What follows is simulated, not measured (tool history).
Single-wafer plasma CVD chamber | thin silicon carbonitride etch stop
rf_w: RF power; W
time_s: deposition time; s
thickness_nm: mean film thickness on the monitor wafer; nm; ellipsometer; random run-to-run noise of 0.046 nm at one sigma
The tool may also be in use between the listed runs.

run,hour,rf_w,time_s,thickness_nm
1,0.0,200,23.5,15.203
2,7.3,190,23.2,14.854
3,10.4,185,22.9,14.625
4,18.4,205,22.9,14.820
5,24.8,205,25.0,16.202
6,27.8,230,25.0,16.615
7,32.2,200,21.2,13.588

What does the tool deliver on the next run?
8,34.5,200,21.1,?

For run 8 the tool returned thickness_nm 13.548 nm.

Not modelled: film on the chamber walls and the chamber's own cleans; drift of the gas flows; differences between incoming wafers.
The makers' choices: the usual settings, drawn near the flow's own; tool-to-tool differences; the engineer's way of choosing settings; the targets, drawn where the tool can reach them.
